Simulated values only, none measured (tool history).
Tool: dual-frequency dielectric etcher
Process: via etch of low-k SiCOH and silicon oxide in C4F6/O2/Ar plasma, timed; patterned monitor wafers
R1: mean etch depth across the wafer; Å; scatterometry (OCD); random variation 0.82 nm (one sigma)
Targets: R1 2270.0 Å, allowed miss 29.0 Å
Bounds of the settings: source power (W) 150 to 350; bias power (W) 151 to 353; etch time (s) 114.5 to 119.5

run 1 day=0.000 | source_power_(W)=250 bias_power_(W)=252 etch_time_(s)=114.5 | R1=2930.7
run 2 day=0.212 | source_power_(W)=240 bias_power_(W)=243 etch_time_(s)=114.5 | R1=2837.8
run 3 day=0.238 | source_power_(W)=260 bias_power_(W)=243 etch_time_(s)=114.5 | R1=2917.0
run 4 day=0.546 | source_power_(W)=250 bias_power_(W)=235 etch_time_(s)=114.5 | R1=2827.0
run 5 day=0.583 | source_power_(W)=210 bias_power_(W)=235 etch_time_(s)=114.5 | R1=2660.8
run 6 day=0.917 | source_power_(W)=210 bias_power_(W)=235 etch_time_(s)=114.5 | R1=2678.9
run 7 day=1.062 | source_power_(W)=200 bias_power_(W)=229 etch_time_(s)=114.5 | R1=2607.0
run 8 day=1.321 | source_power_(W)=190 bias_power_(W)=224 etch_time_(s)=114.5 | R1=2545.9
run 9 day=1.408 | source_power_(W)=190 bias_power_(W)=220 etch_time_(s)=114.5 | R1=2520.9
run 10 day=1.758 | source_power_(W)=190 bias_power_(W)=217 etch_time_(s)=114.5 | R1=2523.2
run 11 day=1.888 | source_power_(W)=190 bias_power_(W)=213 etch_time_(s)=114.5 | R1=2474.1
run 12 day=1.912 | source_power_(W)=190 bias_power_(W)=211 etch_time_(s)=114.5 | R1=2480.8
run 13 day=2.262 | source_power_(W)=190 bias_power_(W)=209 etch_time_(s)=114.5 | R1=2481.4
run 14 day=2.367 | source_power_(W)=190 bias_power_(W)=209 etch_time_(s)=114.5 | R1=2474.4
run 15 day=2.638 | source_power_(W)=190 bias_power_(W)=207 etch_time_(s)=114.5 | R1=2459.3
run 16 day=2.817 | source_power_(W)=190 bias_power_(W)=205 etch_time_(s)=114.5 | R1=2460.4
run 17 day=3.029 | source_power_(W)=190 bias_power_(W)=203 etch_time_(s)=114.5 | R1=2444.9
run 18 day=3.312 | source_power_(W)=190 bias_power_(W)=202 etch_time_(s)=114.5 | R1=2456.6
run 19 day=3.583 | source_power_(W)=190 bias_power_(W)=201 etch_time_(s)=114.5 | R1=2446.3
run 20 day=3.700 | source_power_(W)=190 bias_power_(W)=200 etch_time_(s)=114.5 | R1=2426.9

4 next moves are on the table. One of them brings every result within its allowed miss. Which?
run A day=3.817 | source_power_(W)=200 bias_power_(W)=193 etch_time_(s)=117.0 | R1=?
run B day=3.817 | source_power_(W)=170 bias_power_(W)=219 etch_time_(s)=117.5 | R1=?
run C day=3.817 | source_power_(W)=150 bias_power_(W)=198 etch_time_(s)=115.5 | R1=?
run D day=3.817 | source_power_(W)=200 bias_power_(W)=208 etch_time_(s)=114.5 | R1=?

move=A R1=2501.4
move=B R1=2497.2
move=C R1=2271.8
move=D R1=2516.4
A: further off than the last run
B: further off than the last run
C: meets every target
D: further off than the last run
Answer: C
